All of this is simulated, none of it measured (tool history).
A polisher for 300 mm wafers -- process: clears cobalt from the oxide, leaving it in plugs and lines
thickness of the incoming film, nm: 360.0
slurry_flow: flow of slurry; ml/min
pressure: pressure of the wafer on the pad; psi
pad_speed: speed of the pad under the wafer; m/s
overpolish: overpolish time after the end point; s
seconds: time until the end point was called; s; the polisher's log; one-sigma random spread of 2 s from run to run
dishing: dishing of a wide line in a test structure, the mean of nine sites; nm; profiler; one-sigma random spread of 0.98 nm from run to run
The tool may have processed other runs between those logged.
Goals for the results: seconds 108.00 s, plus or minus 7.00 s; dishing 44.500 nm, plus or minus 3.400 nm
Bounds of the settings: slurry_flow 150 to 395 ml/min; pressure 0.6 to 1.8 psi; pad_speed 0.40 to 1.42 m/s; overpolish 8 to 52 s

run    day  slurry_flow  pressure  pad_speed  overpolish  seconds  dishing
  1  0.000          250       1.2       0.90          26   161.90   35.713
  2  0.279          250       1.2       1.08          26   142.56   39.015
  3  0.458          250       1.3       1.10          26   127.58   40.733
  4  0.483          250       1.4       1.10          26   125.26   40.853
  5  0.733          250       1.4       1.10          34   122.22   47.315
  6  1.000          250       1.4       1.10          40   122.38   50.997
  7  1.071          250       1.5       1.10          36   114.17   49.106
     1.167  -- worn pad replaced by a new one
  8  1.167          250       1.5       1.10          34   100.46   51.566
  9  1.229          250       1.3       1.08          28   118.61   45.569
 10  1.550          250       1.3       1.08          27   121.58   43.541

Exactly one of the 4 candidate moves below puts every result within its allowed miss. Which one?
  A  1.871          245       1.2       0.98          32        ?        ?
  B  1.871          225       1.3       1.22          25        ?        ?
  C  1.871          365       1.0       1.30          32        ?        ?
  D  1.871          220       1.1       1.00          39        ?        ?

move  seconds  dishing
   A   136.22   43.676
   B   106.76   43.476
   C   122.15   45.945
   D   145.93   46.453
A: further off than the last run
B: each result inside its tolerance
C: no better and no worse than the last run
D: further off than the last run
B meets every target.

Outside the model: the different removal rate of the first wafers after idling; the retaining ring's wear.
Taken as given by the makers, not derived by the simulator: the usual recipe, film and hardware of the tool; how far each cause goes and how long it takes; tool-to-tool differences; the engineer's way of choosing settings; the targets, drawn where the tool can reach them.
